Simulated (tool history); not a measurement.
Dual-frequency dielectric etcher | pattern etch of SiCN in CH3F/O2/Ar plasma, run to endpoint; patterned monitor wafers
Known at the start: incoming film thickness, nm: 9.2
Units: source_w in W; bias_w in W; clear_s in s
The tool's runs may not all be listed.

run 1 hour=0.0 | source_w=360 bias_w=88 | clear_s=23.844
run 2 hour=3.2 | source_w=410 bias_w=88 | clear_s=22.646
run 3 hour=4.0 | source_w=380 bias_w=85 | clear_s=23.816
run 4 hour=8.1 | source_w=380 bias_w=96 | clear_s=22.481
run 5 hour=10.7 | source_w=350 bias_w=93 | clear_s=23.505
run 6 hour=17.0 | source_w=350 bias_w=83 | clear_s=24.253
run 7 hour=18.9 | source_w=330 bias_w=80 | clear_s=25.000

Forecast run 8:
run 8 hour=24.8 | source_w=320 bias_w=78 | clear_s=?

Run 8 gave clear_s 25.863 s.

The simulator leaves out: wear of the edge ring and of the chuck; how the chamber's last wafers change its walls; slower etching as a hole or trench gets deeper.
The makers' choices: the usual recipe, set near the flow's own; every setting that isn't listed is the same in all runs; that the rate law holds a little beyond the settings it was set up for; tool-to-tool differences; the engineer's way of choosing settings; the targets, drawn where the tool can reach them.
